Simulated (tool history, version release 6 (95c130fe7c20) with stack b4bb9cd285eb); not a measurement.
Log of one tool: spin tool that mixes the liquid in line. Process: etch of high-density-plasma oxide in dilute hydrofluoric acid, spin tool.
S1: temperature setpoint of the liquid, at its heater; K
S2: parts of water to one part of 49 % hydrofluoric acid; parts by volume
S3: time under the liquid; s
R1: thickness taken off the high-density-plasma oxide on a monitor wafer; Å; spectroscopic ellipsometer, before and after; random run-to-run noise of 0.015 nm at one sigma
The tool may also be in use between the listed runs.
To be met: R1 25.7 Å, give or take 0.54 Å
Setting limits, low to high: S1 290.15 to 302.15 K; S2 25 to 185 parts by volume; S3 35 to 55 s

Run 1, hour 0: S1 294.15 K, S2 105 parts by volume, S3 55 s. Result: R1 21.961 Å.
Run 2, hour 6.7: S1 295.15 K, S2 105 parts by volume, S3 55 s. Result: R1 22.73 Å.
Run 3, hour 14: S1 295.15 K, S2 125 parts by volume, S3 55 s. Result: R1 18.632 Å.
Run 4, hour 19.9: S1 295.15 K, S2 125 parts by volume, S3 55 s. Result: R1 18.487 Å.
Run 5, hour 22.2: S1 297.15 K, S2 125 parts by volume, S3 55 s. Result: R1 20.042 Å.
Run 6, hour 23.4: S1 298.65 K, S2 125 parts by volume, S3 55 s. Result: R1 21.127 Å.
Run 7, hour 30.3: S1 299.65 K, S2 125 parts by volume, S3 55 s. Result: R1 22.113 Å.
Run 8, hour 38.2: S1 300.65 K, S2 125 parts by volume, S3 55 s. Result: R1 22.93 Å.
Run 9, hour 42.5: S1 301.15 K, S2 125 parts by volume, S3 55 s. Result: R1 23.374 Å.
Run 10, hour 49: S1 301.65 K, S2 125 parts by volume, S3 55 s. Result: R1 23.785 Å.

Which one of the following 4 next-run settings gets every result inside its allowed miss? There is exactly one.
Run A, hour 55.5: S1 301.15 K, S2 90 parts by volume, S3 35 s. Result: R1 ?.
Run B, hour 55.5: S1 302.15 K, S2 140 parts by volume, S3 55 s. Result: R1 ?.
Run C, hour 55.5: S1 300.65 K, S2 90 parts by volume, S3 35 s. Result: R1 ?.
Run D, hour 55.5: S1 301.15 K, S2 115 parts by volume, S3 55 s. Result: R1 ?.

move      R1
   A  21.652
   B  21.245
   C  21.238
   D  25.748
A: further off than the last run
B: further off than the last run
C: further off than the last run
D: every result within its allowed miss
Move D is the one to make.
